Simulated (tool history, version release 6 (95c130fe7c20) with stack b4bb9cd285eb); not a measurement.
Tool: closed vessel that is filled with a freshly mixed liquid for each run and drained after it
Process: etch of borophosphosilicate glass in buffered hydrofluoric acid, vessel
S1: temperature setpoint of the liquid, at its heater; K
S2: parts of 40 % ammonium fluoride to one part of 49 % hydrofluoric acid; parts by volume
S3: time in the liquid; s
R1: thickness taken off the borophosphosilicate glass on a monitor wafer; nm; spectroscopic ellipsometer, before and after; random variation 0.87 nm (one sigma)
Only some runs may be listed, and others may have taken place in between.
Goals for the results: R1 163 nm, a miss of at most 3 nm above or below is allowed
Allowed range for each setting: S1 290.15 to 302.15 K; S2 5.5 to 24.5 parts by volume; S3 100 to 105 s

run 1 hour=0 | S1=294.15 S2=15 S3=100 | R1=139.75
run 2 hour=1.4 | S1=294.15 S2=17.5 S3=100 | R1=120.53
run 3 hour=4.7 | S1=294.15 S2=17.5 S3=105 | R1=124.73
run 4 hour=6.3 | S1=294.65 S2=17.5 S3=105 | R1=130.47
run 5 hour=13.5 | S1=293.15 S2=17.5 S3=105 | R1=120.12
run 6 hour=18 | S1=293.15 S2=20.5 S3=105 | R1=102.6
run 7 hour=26.2 | S1=294.15 S2=20.5 S3=105 | R1=109.07
run 8 hour=28.2 | S1=295.15 S2=20.5 S3=105 | R1=114.76
run 9 hour=29.1 | S1=295.65 S2=20.5 S3=105 | R1=116.85
run 10 hour=30.4 | S1=296.15 S2=20.5 S3=105 | R1=120.86
run 11 hour=38.1 | S1=296.65 S2=20.5 S3=105 | R1=123.06
run 12 hour=46.2 | S1=297.15 S2=20.5 S3=105 | R1=126.91
run 13 hour=50.1 | S1=297.65 S2=20.5 S3=105 | R1=131.04
run 14 hour=51.6 | S1=298.15 S2=20.5 S3=105 | R1=134.37
run 15 hour=54 | S1=298.65 S2=20.5 S3=105 | R1=139.38
run 16 hour=55.8 | S1=299.15 S2=20.5 S3=105 | R1=142.7
run 17 hour=56.5 | S1=299.65 S2=20.5 S3=105 | R1=146.91
run 18 hour=61.7 | S1=300.65 S2=20.5 S3=105 | R1=152.95
run 19 hour=68.9 | S1=301.15 S2=20.5 S3=105 | R1=158.06

Which of these 5 next moves meets every target?
run A hour=76.1 | S1=302.15 S2=21 S3=105 | R1=?
run B hour=76.1 | S1=300.65 S2=22 S3=105 | R1=?
run C hour=76.1 | S1=301.15 S2=20 S3=100 | R1=?
run D hour=76.1 | S1=301.65 S2=22.5 S3=105 | R1=?
run E hour=76.1 | S1=299.65 S2=19 S3=105 | R1=?

move=A R1=163.62
move=B R1=146.37
move=C R1=152.85
move=D R1=151.98
move=E R1=155.89
A: hits every target within its allowed miss
B: lands further from the targets than the last run did
C: lands further from the targets than the last run did
D: lands further from the targets than the last run did
E: lands further from the targets than the last run did
Answer: A

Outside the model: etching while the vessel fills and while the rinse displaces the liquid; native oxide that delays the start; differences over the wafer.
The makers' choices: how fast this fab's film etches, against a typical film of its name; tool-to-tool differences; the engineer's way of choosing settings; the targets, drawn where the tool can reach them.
